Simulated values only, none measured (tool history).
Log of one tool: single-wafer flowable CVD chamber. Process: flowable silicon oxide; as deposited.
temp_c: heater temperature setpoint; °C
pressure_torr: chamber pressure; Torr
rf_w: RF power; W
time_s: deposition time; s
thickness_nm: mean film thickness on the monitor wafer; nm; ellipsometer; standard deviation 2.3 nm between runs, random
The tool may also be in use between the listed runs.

run 1 day=0.000 | temp_c=100 pressure_torr=1.03 rf_w=1995 time_s=391 | thickness_nm=333.82
run 2 day=0.038 | temp_c=98 pressure_torr=1.03 rf_w=1995 time_s=391 | thickness_nm=361.40
run 3 day=0.104 | temp_c=97 pressure_torr=1.03 rf_w=1995 time_s=391 | thickness_nm=374.14
run 4 day=0.125 | temp_c=89 pressure_torr=1.03 rf_w=1995 time_s=391 | thickness_nm=503.77
run 5 day=0.304 | temp_c=89 pressure_torr=1.10 rf_w=1995 time_s=391 | thickness_nm=523.43
-- day=0.533 RF generator calibrated
run 6 day=0.533 | temp_c=89 pressure_torr=1.10 rf_w=1995 time_s=403 | thickness_nm=548.27
run 7 day=0.804 | temp_c=91 pressure_torr=1.10 rf_w=1995 time_s=403 | thickness_nm=515.23
run 8 day=1.096 | temp_c=93 pressure_torr=1.10 rf_w=1995 time_s=403 | thickness_nm=476.69

What does the tool deliver on the next run?
run 9 day=1.383 | temp_c=97 pressure_torr=1.10 rf_w=1995 time_s=403 | thickness_nm=?

Logged for run 9: thickness_nm 409.68 nm.
